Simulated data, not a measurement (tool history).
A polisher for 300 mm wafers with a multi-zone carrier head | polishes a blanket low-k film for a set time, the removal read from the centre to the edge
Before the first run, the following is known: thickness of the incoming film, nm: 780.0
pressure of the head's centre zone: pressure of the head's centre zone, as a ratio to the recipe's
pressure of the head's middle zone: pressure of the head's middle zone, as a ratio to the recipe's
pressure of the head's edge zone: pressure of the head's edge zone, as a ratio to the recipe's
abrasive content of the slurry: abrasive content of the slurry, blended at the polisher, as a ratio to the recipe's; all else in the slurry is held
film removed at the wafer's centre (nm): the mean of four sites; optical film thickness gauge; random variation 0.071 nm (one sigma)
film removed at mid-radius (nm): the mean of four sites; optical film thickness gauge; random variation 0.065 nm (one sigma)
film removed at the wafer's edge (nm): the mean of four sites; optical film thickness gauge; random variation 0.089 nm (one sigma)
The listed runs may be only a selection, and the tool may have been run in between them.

run	hour	flow of slurry (ml/min)	pressure of the head's centre zone	pressure of the head's middle zone	pressure of the head's edge zone	abrasive content of the slurry	polishing time (s)	film removed at the wafer's centre (nm)	film removed at mid-radius (nm)	film removed at the wafer's edge (nm)
1	0	230	1	1	1	1	38	8.5874	8.8307	8.8331
2	3.1	230	1	1	1	1	29	6.6245	6.8191	6.7712
3	5.9	240	1.04	0.97	1.05	1.15	30	7.646	7.4049	7.6536
4	8.3	240	1.04	0.91	1.05	1.15	30	7.7191	6.9701	7.6351
5	14.8	285	1.04	0.91	1.05	1.15	30	7.8831	7.1144	7.6962
6	17.5	285	0.96	0.91	1.05	1.15	30	7.1941	7.1848	7.7371
7	22.8	270	1.01	0.9	1.08	1.25	31	8.2018	7.7105	8.4931
8	30.6	260	1.04	0.89	1.11	1.35	31	8.6624	7.6963	8.772

Predict the results of run 9:
9	31.2	325	1.12	0.89	1.19	1.5	33	?	?	?

film removed at the wafer's centre (nm): 10.665
film removed at mid-radius (nm): 8.8311
film removed at the wafer's edge (nm): 10.341
